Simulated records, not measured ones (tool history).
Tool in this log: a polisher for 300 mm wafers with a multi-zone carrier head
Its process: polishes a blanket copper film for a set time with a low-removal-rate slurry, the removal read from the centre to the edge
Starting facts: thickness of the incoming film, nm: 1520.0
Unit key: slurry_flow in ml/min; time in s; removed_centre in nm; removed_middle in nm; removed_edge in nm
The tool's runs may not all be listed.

run	hour	slurry_flow	centre_zone	middle_zone	edge_zone	slurry_solids	time	removed_centre	removed_middle	removed_edge
1	0.0	135	1.00	1.00	1.00	1.00	74	345.44	346.87	337.71
2	2.3	125	1.02	0.95	0.97	0.95	74	346.68	316.20	326.51
3	5.0	125	1.02	0.95	0.97	0.95	60	280.36	261.55	265.27
4	9.8	140	1.05	0.93	1.00	1.00	60	296.92	270.96	283.14
5	13.7	110	1.05	0.93	1.00	1.00	60	274.11	254.64	266.61
6	16.9	110	1.05	1.01	1.00	1.00	60	281.35	266.90	266.70

Run 7 comes next. What will it give?
7	25.9	120	1.09	0.98	1.02	1.00	60	?	?	?

{"run 7": {"removed_centre": 292.64, "removed_middle": 266.3, "removed_edge": 277.5}}
